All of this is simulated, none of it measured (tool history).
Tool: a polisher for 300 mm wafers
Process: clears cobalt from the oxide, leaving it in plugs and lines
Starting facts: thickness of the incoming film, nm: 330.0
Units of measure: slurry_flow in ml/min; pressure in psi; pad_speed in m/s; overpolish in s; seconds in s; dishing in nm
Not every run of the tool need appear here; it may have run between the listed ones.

Run 1, hour 0: slurry_flow 250 ml/min, pressure 2.4 psi, pad_speed 1.02 m/s, overpolish 20 s. Result: seconds 54.613 s, dishing 56.927 nm.
Run 2, hour 1.2: slurry_flow 250 ml/min, pressure 2.4 psi, pad_speed 0.78 m/s, overpolish 20 s. Result: seconds 65.157 s, dishing 52.57 nm.
Run 3, hour 4.2: slurry_flow 295 ml/min, pressure 2.4 psi, pad_speed 0.78 m/s, overpolish 20 s. Result: seconds 66.256 s, dishing 51.212 nm.
Run 4, hour 11.2: slurry_flow 270 ml/min, pressure 2.4 psi, pad_speed 0.78 m/s, overpolish 20 s. Result: seconds 66.428 s, dishing 50.667 nm.
Run 5, hour 18.6: slurry_flow 270 ml/min, pressure 2.6 psi, pad_speed 0.8 m/s, overpolish 21 s. Result: seconds 62.659 s, dishing 53.923 nm.
Run 6, hour 19.3: slurry_flow 270 ml/min, pressure 2.6 psi, pad_speed 0.8 m/s, overpolish 14 s. Result: seconds 62.519 s, dishing 43.957 nm.
Run 7, hour 25.6: slurry_flow 270 ml/min, pressure 2.7 psi, pad_speed 0.86 m/s, overpolish 16 s. Result: seconds 58.367 s, dishing 49.423 nm.
Run 8, hour 34.4: slurry_flow 270 ml/min, pressure 2.9 psi, pad_speed 0.9 m/s, overpolish 17 s. Result: seconds 53.259 s, dishing 52.45 nm.
Run 9, hour 41.6: slurry_flow 270 ml/min, pressure 3 psi, pad_speed 0.94 m/s, overpolish 18 s. Result: seconds 50.068 s, dishing 56.862 nm.
Run 10, hour 49.2: slurry_flow 270 ml/min, pressure 3.1 psi, pad_speed 0.96 m/s, overpolish 18 s. Result: seconds 49.188 s, dishing 55.432 nm.
Run 11, hour 54.7: slurry_flow 270 ml/min, pressure 3.2 psi, pad_speed 1 m/s, overpolish 19 s. Result: seconds 45.607 s, dishing 60.208 nm.
Run 12, hour 59: slurry_flow 270 ml/min, pressure 3.3 psi, pad_speed 1 m/s, overpolish 20 s. Result: seconds 44.89 s, dishing 59.632 nm.
Run 13, hour 62.3: slurry_flow 270 ml/min, pressure 3.3 psi, pad_speed 1.02 m/s, overpolish 21 s. Result: seconds 44.406 s, dishing 61.812 nm.

Forecast run 14:
Run 14, hour 65.6: slurry_flow 270 ml/min, pressure 3.4 psi, pad_speed 1.04 m/s, overpolish 22 s. Result: seconds ?, dishing ?.

seconds: 43.463 s
dishing: 63.245 nm
